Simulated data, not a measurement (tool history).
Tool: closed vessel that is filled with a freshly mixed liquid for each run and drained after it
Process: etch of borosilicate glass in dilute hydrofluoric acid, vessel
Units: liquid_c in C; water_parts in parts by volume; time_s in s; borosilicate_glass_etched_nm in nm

| run | hour | liquid_c | water_parts | time_s | borosilicate_glass_etched_nm |
|---|---|---|---|---|---|
| 1 | 0.0 | 24.0 | 290 | 30 | 4.0122 |
| 2 | 5.7 | 24.0 | 290 | 30 | 4.0416 |
| 3 | 13.1 | 24.0 | 235 | 30 | 5.2564 |
| 4 | 19.2 | 24.0 | 235 | 30 | 5.2521 |
| 5 | 28.5 | 25.0 | 235 | 30 | 5.4701 |
| 6 | 34.8 | 26.0 | 235 | 30 | 5.6432 |
| 7 | 36.7 | 26.5 | 235 | 30 | 5.7741 |
| 8 | 43.3 | 27.0 | 235 | 30 | 5.8843 |
| 9 | 44.2 | 27.0 | 235 | 30 | 5.8714 |
| 10 | 49.9 | 27.5 | 235 | 30 | 5.9777 |

Estimate the outcome of run 11 from the log above:
| 11 | 57.0 | 28.0 | 235 | 30 | ? |

Run 11 measured borosilicate_glass_etched_nm 6.0391 nm.

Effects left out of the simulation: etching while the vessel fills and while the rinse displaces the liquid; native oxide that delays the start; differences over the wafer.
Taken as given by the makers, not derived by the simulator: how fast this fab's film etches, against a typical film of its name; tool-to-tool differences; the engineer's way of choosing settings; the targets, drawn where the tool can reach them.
